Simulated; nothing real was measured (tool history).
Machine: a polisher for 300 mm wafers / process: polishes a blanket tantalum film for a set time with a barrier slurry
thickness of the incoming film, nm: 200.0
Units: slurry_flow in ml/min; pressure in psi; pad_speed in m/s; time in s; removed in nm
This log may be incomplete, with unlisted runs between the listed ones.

Run 1, day 0: slurry_flow 165 ml/min, pressure 1.7 psi, pad_speed 1.22 m/s, slurry_solids 1, time 57 s. Result: removed 67.333 nm.
Run 2, day 0.292: slurry_flow 160 ml/min, pressure 1.4 psi, pad_speed 1.18 m/s, slurry_solids 1, time 57 s. Result: removed 54.436 nm.
Run 3, day 0.567: slurry_flow 160 ml/min, pressure 1.4 psi, pad_speed 1.18 m/s, slurry_solids 1.1, time 57 s. Result: removed 56.746 nm.
Run 4, day 0.921: slurry_flow 160 ml/min, pressure 1.4 psi, pad_speed 1.42 m/s, slurry_solids 1.1, time 57 s. Result: removed 67.62 nm.
Run 5, day 1.112: slurry_flow 160 ml/min, pressure 1.8 psi, pad_speed 1.42 m/s, slurry_solids 1.1, time 57 s. Result: removed 86.248 nm.
At day 1.15: slurry blender recalibrated.
Run 6, day 1.15: slurry_flow 180 ml/min, pressure 1.8 psi, pad_speed 1.42 m/s, slurry_solids 1.1, time 57 s. Result: removed 106.72 nm.
Run 7, day 1.279: slurry_flow 155 ml/min, pressure 1.6 psi, pad_speed 1.42 m/s, slurry_solids 1.1, time 57 s. Result: removed 93.429 nm.
Run 8, day 1.375: slurry_flow 185 ml/min, pressure 1.3 psi, pad_speed 1.38 m/s, slurry_solids 1.1, time 57 s. Result: removed 76.808 nm.
Run 9, day 1.596: slurry_flow 160 ml/min, pressure 1.1 psi, pad_speed 1.36 m/s, slurry_solids 1.1, time 57 s. Result: removed 63.049 nm.
Run 10, day 1.754: slurry_flow 145 ml/min, pressure 1 psi, pad_speed 1.28 m/s, slurry_solids 1.1, time 57 s. Result: removed 53.373 nm.
Run 11, day 1.779: slurry_flow 110 ml/min, pressure 0.8 psi, pad_speed 0.96 m/s, slurry_solids 1.1, time 57 s. Result: removed 30.943 nm.
Run 12, day 1.908: slurry_flow 125 ml/min, pressure 0.8 psi, pad_speed 0.96 m/s, slurry_solids 1.1, time 57 s. Result: removed 31.411 nm.
Run 13, day 2.238: slurry_flow 125 ml/min, pressure 0.8 psi, pad_speed 0.96 m/s, slurry_solids 1.1, time 57 s. Result: removed 31.709 nm.
Run 14, day 2.304: slurry_flow 140 ml/min, pressure 0.8 psi, pad_speed 0.96 m/s, slurry_solids 1.1, time 57 s. Result: removed 32.249 nm.
Run 15, day 2.358: slurry_flow 150 ml/min, pressure 0.8 psi, pad_speed 0.96 m/s, slurry_solids 1.1, time 57 s. Result: removed 32.542 nm.

The next listed run, before its measurement:
Run 16, day 2.708: slurry_flow 160 ml/min, pressure 0.8 psi, pad_speed 0.96 m/s, slurry_solids 1.1, time 57 s. Result: removed ?.

removed: 33.384 nm
